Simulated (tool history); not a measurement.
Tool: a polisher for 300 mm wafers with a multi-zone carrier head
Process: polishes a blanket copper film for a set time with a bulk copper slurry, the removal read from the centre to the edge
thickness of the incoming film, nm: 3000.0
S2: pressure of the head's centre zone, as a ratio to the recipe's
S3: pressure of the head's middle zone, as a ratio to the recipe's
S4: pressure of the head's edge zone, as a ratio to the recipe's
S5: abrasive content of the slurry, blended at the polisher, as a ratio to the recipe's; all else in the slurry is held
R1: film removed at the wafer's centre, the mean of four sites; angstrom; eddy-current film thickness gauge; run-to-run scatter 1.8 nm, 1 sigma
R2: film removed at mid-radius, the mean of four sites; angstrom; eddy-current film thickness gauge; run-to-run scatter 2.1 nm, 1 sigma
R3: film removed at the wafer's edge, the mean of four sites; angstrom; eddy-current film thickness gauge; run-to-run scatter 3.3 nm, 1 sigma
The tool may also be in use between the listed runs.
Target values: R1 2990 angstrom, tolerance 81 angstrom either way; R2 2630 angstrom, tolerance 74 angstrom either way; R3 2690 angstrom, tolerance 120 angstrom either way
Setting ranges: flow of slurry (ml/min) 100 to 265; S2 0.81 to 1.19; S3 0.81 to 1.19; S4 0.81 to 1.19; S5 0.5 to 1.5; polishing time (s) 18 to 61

{"run": 1, "hour": 0.0, "flow of slurry (ml/min)": 170, "S2": 1, "S3": 1, "S4": 1, "S5": 1, "polishing time (s)": 39, "R1": 2236.8, "R2": 2249.8, "R3": 2253.9}
{"run": 2, "hour": 8.8, "flow of slurry (ml/min)": 185, "S2": 1.04, "S3": 1.01, "S4": 1.04, "S5": 1.05, "polishing time (s)": 39, "R1": 2373.9, "R2": 2328.6, "R3": 2279.3}
{"run": 3, "hour": 9.9, "flow of slurry (ml/min)": 185, "S2": 1.04, "S3": 1.01, "S4": 1.04, "S5": 1.05, "polishing time (s)": 34, "R1": 2074.3, "R2": 2011.3, "R3": 2057.6}
{"run": 4, "hour": 11.1, "flow of slurry (ml/min)": 185, "S2": 1.04, "S3": 1.04, "S4": 1.04, "S5": 1.05, "polishing time (s)": 34, "R1": 2052.2, "R2": 2051.1, "R3": 2060.6}
{"run": 5, "hour": 16.8, "flow of slurry (ml/min)": 190, "S2": 1.06, "S3": 1.03, "S4": 1.07, "S5": 1.15, "polishing time (s)": 35, "R1": 2230.8, "R2": 2154.2, "R3": 2174.6}
{"run": 6, "hour": 18.2, "flow of slurry (ml/min)": 195, "S2": 1.08, "S3": 1.03, "S4": 1.1, "S5": 1.25, "polishing time (s)": 36, "R1": 2387.5, "R2": 2256.2, "R3": 2326.6}
{"run": 7, "hour": 21.4, "flow of slurry (ml/min)": 205, "S2": 1.1, "S3": 1.04, "S4": 1.12, "S5": 1.3, "polishing time (s)": 36, "R1": 2432.8, "R2": 2293.5, "R3": 2351.1}
{"run": 8, "hour": 22.5, "flow of slurry (ml/min)": 210, "S2": 1.12, "S3": 1.04, "S4": 1.13, "S5": 1.35, "polishing time (s)": 37, "R1": 2601.3, "R2": 2407.8, "R3": 2448.1}
{"run": 9, "hour": 30.3, "flow of slurry (ml/min)": 210, "S2": 1.12, "S3": 1.04, "S4": 1.13, "S5": 1.35, "polishing time (s)": 37, "R1": 2603.1, "R2": 2388.5, "R3": 2401.2}
{"run": 10, "hour": 35.7, "flow of slurry (ml/min)": 240, "S2": 1.17, "S3": 1.05, "S4": 1.19, "S5": 1.5, "polishing time (s)": 38, "R1": 2910.3, "R2": 2555, "R3": 2733.2}

Consider the 5 candidate settings below. Which is the only one whose results all fall within their allowed miss of target?
{"run": "A", "hour": 41.1, "flow of slurry (ml/min)": 250, "S2": 1.14, "S3": 1.03, "S4": 1.08, "S5": 1.5, "polishing time (s)": 38, "R1": "?", "R2": "?", "R3": "?"}
{"run": "B", "hour": 41.1, "flow of slurry (ml/min)": 240, "S2": 1.18, "S3": 1.04, "S4": 1.14, "S5": 1.45, "polishing time (s)": 39, "R1": "?", "R2": "?", "R3": "?"}
{"run": "C", "hour": 41.1, "flow of slurry (ml/min)": 215, "S2": 1.12, "S3": 0.93, "S4": 1.19, "S5": 1.5, "polishing time (s)": 39, "R1": "?", "R2": "?", "R3": "?"}
{"run": "D", "hour": 41.1, "flow of slurry (ml/min)": 265, "S2": 1.11, "S3": 1.12, "S4": 1.19, "S5": 1.5, "polishing time (s)": 38, "R1": "?", "R2": "?", "R3": "?"}
{"run": "E", "hour": 41.1, "flow of slurry (ml/min)": 160, "S2": 1.18, "S3": 1.06, "S4": 1.18, "S5": 1.5, "polishing time (s)": 39, "R1": "?", "R2": "?", "R3": "?"}

move=A R1=2843.9 R2=2532.9 R3=2597
move=B R1=2985.1 R2=2583.1 R3=2710.5
move=C R1=2807.9 R2=2405.9 R3=2765.7
move=D R1=2789.6 R2=2680.7 R3=2740.6
move=E R1=2819.5 R2=2483.7 R3=2663
A: its largest miss is bigger than the last run's
B: in spec on every target
C: its largest miss is bigger than the last run's
D: puts the biggest miss on target and leaves a different result outside tolerance
E: its largest miss is bigger than the last run's
Move B is the one to make.
